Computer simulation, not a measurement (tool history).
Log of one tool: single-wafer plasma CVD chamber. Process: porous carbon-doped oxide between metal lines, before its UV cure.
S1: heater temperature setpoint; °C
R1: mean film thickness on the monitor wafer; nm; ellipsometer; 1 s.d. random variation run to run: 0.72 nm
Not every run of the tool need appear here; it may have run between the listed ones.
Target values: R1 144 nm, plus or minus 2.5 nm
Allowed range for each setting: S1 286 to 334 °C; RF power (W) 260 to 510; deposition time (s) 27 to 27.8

run 1 hour=0 | S1=310 RF_power_(W)=385 deposition_time_(s)=27 | R1=112.93
run 2 hour=3.7 | S1=310 RF_power_(W)=345 deposition_time_(s)=27 | R1=101.81
run 3 hour=7 | S1=310 RF_power_(W)=380 deposition_time_(s)=27 | R1=111.36
run 4 hour=13.4 | S1=321 RF_power_(W)=380 deposition_time_(s)=27 | R1=105.87
run 5 hour=19.9 | S1=313 RF_power_(W)=405 deposition_time_(s)=27 | R1=117.58
run 6 hour=24.4 | S1=313 RF_power_(W)=380 deposition_time_(s)=27 | R1=109.94
run 7 hour=30.9 | S1=307 RF_power_(W)=400 deposition_time_(s)=27 | R1=119.7
run 8 hour=39.8 | S1=302 RF_power_(W)=410 deposition_time_(s)=27 | R1=125.09
run 9 hour=44.8 | S1=298 RF_power_(W)=420 deposition_time_(s)=27 | R1=130.03
run 10 hour=50.2 | S1=295 RF_power_(W)=430 deposition_time_(s)=27 | R1=136.41

Pick the move, out of 4, that brings all results within their allowed miss; only one does.
run A hour=55.6 | S1=293 RF_power_(W)=440 deposition_time_(s)=27.8 | R1=?
run B hour=55.6 | S1=292 RF_power_(W)=380 deposition_time_(s)=27.8 | R1=?
run C hour=55.6 | S1=292 RF_power_(W)=440 deposition_time_(s)=27 | R1=?
run D hour=55.6 | S1=298 RF_power_(W)=435 deposition_time_(s)=27 | R1=?

move=A R1=142.86
move=B R1=126.29
move=C R1=139.67
move=D R1=133.68
A: meets every target
B: moves away from the targets compared with the last run
C: an improvement on the last run, though not all results are within tolerance
D: moves away from the targets compared with the last run
Answer: A

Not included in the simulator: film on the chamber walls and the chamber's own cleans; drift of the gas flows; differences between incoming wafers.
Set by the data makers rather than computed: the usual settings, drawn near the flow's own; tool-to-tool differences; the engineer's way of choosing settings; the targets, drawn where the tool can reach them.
